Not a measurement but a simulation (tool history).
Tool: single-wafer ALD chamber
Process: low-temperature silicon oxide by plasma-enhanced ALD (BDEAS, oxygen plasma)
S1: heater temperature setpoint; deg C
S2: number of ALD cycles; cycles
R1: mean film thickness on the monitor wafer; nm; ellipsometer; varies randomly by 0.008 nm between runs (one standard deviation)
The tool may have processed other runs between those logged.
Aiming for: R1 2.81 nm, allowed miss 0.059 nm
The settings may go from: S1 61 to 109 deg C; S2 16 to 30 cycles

run	hour	S1	S2	R1
1	0	85	23	3.6741
2	5.4	88	22	3.4786
3	9	88	19	2.9986
4	13.1	90	19	2.9828
# hour 21.5: thermocouple changed; heater temperature recalibrated
5	21.5	90	16	2.4842
6	22.7	90	16	2.4908
7	25.6	87	16	2.5144
8	33.6	85	16	2.5375
9	35.5	82	16	2.5557

Next run, 5 choices. One meets every target within its allowed miss, the rest don't. Which?
A	37.4	73	17	?
B	37.4	75	18	?
C	37.4	94	16	?
D	37.4	84	19	?
E	37.4	83	16	?

move	R1
A	2.8166
B	2.9634
C	2.4751
D	3.0386
E	2.5672
A: every result within its allowed miss
B: pushes the last run's worst result past its target
C: its largest miss is bigger than the last run's
D: pushes the last run's worst result past its target
E: just as far off the targets as the last run
The right move is A.
